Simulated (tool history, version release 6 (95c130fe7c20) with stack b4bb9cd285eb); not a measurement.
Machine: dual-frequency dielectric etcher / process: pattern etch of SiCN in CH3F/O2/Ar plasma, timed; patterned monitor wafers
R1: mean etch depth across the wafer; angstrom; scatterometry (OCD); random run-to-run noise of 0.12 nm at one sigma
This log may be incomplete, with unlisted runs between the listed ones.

{"run": 1, "hour": 0.0, "source power (W)": 300, "bias power (W)": 102, "etch time (s)": 65.5, "R1": 240.35}
{"run": 2, "hour": 8.3, "source power (W)": 290, "bias power (W)": 100, "etch time (s)": 65.5, "R1": 233.4}
{"run": 3, "hour": 11.1, "source power (W)": 340, "bias power (W)": 100, "etch time (s)": 65.5, "R1": 248.49}
{"run": 4, "hour": 19.6, "source power (W)": 320, "bias power (W)": 98, "etch time (s)": 65.5, "R1": 243.01}
{"run": 5, "hour": 23.1, "source power (W)": 320, "bias power (W)": 98, "etch time (s)": 60.5, "R1": 221.37}
{"run": 6, "hour": 23.7, "source power (W)": 290, "bias power (W)": 98, "etch time (s)": 60.5, "R1": 215.1}
{"run": 7, "hour": 28.7, "source power (W)": 280, "bias power (W)": 98, "etch time (s)": 60.5, "R1": 213.15}
{"run": 8, "hour": 34.1, "source power (W)": 270, "bias power (W)": 98, "etch time (s)": 60.5, "R1": 211.94}

Expected results for the next run?
{"run": 9, "hour": 36.2, "source power (W)": 260, "bias power (W)": 98, "etch time (s)": 60.5, "R1": "?"}

R1: 206.80 angstrom
